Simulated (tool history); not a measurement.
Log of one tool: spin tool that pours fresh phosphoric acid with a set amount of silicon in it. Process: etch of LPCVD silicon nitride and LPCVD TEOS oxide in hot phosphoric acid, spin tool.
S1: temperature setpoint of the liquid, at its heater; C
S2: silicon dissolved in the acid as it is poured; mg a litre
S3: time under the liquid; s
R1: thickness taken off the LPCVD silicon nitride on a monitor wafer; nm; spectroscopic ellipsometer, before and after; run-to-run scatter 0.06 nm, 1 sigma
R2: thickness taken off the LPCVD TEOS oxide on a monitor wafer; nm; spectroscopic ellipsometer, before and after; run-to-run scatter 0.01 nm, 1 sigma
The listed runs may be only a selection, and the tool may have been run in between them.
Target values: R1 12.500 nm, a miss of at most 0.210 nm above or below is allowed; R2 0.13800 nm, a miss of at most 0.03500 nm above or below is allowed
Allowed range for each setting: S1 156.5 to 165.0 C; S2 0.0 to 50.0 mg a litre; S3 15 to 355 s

run 1 hour=0.0 | S1=160.0 S2=29.0 S3=180 | R1=13.992 R2=0.38954
run 2 hour=8.6 | S1=158.0 S2=29.0 S3=180 | R1=13.122 R2=0.33173
run 3 hour=10.2 | S1=157.5 S2=33.0 S3=180 | R1=12.903 R2=0.25121
run 4 hour=15.9 | S1=159.5 S2=33.0 S3=180 | R1=13.846 R2=0.33962
run 5 hour=18.3 | S1=160.5 S2=33.0 S3=180 | R1=14.363 R2=0.34366
run 6 hour=21.3 | S1=160.5 S2=33.0 S3=145 | R1=11.478 R2=0.26789
run 7 hour=27.1 | S1=160.5 S2=36.5 S3=145 | R1=11.621 R2=0.19796
run 8 hour=33.4 | S1=161.0 S2=38.5 S3=145 | R1=11.745 R2=0.22427
run 9 hour=37.7 | S1=161.0 S2=41.0 S3=145 | R1=11.656 R2=0.19030
run 10 hour=44.3 | S1=161.0 S2=43.0 S3=145 | R1=11.761 R2=0.15581

Of the 4 settings listed for the next run, only one would bring every result within its allowed miss of target. Which one?
run A hour=50.9 | S1=157.5 S2=45.0 S3=175 | R1=? R2=?
run B hour=50.9 | S1=161.5 S2=33.0 S3=145 | R1=? R2=?
run C hour=50.9 | S1=160.0 S2=34.0 S3=155 | R1=? R2=?
run D hour=50.9 | S1=161.0 S2=41.0 S3=135 | R1=? R2=?

move=A R1=12.643 R2=0.12478
move=B R1=11.986 R2=0.29296
move=C R1=12.185 R2=0.26759
move=D R1=10.975 R2=0.16730
A: every result within its allowed miss
B: the biggest miss grows against the last run
C: the biggest miss grows against the last run
D: the biggest miss grows against the last run
Answer: A
